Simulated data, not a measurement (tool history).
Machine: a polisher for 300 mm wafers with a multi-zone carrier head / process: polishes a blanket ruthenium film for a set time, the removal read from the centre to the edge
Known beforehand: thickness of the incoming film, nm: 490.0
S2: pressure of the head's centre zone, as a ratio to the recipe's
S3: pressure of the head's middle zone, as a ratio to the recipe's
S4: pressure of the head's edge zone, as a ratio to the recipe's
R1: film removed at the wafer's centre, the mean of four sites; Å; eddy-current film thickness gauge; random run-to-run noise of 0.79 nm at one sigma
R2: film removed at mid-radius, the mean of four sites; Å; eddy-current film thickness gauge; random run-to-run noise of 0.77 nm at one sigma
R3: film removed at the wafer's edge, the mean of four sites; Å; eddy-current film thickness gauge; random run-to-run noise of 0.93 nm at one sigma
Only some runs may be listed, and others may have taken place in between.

run 1 hour=0.0 | flow_of_slurry_(ml/min)=140 S2=1.00 S3=1.00 S4=1.00 polishing_time_(s)=88 | R1=1012.90 R2=986.68 R3=1005.60
run 2 hour=8.7 | flow_of_slurry_(ml/min)=140 S2=1.00 S3=1.05 S4=1.00 polishing_time_(s)=88 | R1=967.30 R2=1036.30 R3=975.53
run 3 hour=15.2 | flow_of_slurry_(ml/min)=170 S2=1.00 S3=1.05 S4=1.00 polishing_time_(s)=88 | R1=1027.20 R2=1075.70 R3=1034.40
run 4 hour=17.7 | flow_of_slurry_(ml/min)=170 S2=0.97 S3=1.05 S4=1.00 polishing_time_(s)=88 | R1=1020.90 R2=1071.10 R3=1038.50
run 5 hour=25.7 | flow_of_slurry_(ml/min)=170 S2=1.01 S3=1.05 S4=1.00 polishing_time_(s)=88 | R1=1060.00 R2=1061.00 R3=1049.10
run 6 hour=29.1 | flow_of_slurry_(ml/min)=160 S2=0.98 S3=1.02 S4=1.03 polishing_time_(s)=82 | R1=923.17 R2=938.15 R3=964.33
run 7 hour=35.7 | flow_of_slurry_(ml/min)=120 S2=0.88 S3=0.92 S4=1.06 polishing_time_(s)=57 | R1=527.81 R2=588.67 R3=637.48

Run 8 has not been measured yet. What should we expect?
run 8 hour=43.1 | flow_of_slurry_(ml/min)=120 S2=0.88 S3=0.91 S4=1.07 polishing_time_(s)=57 | R1=? R2=? R3=?

R1: 531.60 Å
R2: 561.23 Å
R3: 650.09 Å
